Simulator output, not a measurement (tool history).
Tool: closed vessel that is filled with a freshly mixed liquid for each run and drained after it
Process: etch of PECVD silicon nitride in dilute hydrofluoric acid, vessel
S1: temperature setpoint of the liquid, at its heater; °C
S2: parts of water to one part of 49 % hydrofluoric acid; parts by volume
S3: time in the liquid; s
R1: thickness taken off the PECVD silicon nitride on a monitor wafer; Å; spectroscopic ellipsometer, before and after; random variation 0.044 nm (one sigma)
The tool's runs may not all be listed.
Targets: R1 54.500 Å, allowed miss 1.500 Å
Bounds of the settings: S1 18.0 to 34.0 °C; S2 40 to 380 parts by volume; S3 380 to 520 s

run,hour,S1,S2,S3,R1
1,0.0,26.0,210,520,47.832
2,9.0,29.0,210,520,56.586
3,11.2,29.0,210,380,41.734
4,15.1,29.0,210,380,41.306
5,22.8,27.0,210,380,37.242
6,24.9,30.5,210,380,46.021
7,28.6,31.0,210,380,46.902
8,36.4,31.5,210,380,48.782

Which of these 4 next moves meets every target?
A,44.2,31.5,210,450,?
B,44.2,30.5,180,420,?
C,44.2,33.5,250,490,?
D,44.2,32.5,220,420,?

move,R1
A,57.956
B,59.698
C,59.104
D,54.650
A: takes the result that was furthest off past its target
B: takes the result that was furthest off past its target
C: takes the result that was furthest off past its target
D: meets every target
Answer: D

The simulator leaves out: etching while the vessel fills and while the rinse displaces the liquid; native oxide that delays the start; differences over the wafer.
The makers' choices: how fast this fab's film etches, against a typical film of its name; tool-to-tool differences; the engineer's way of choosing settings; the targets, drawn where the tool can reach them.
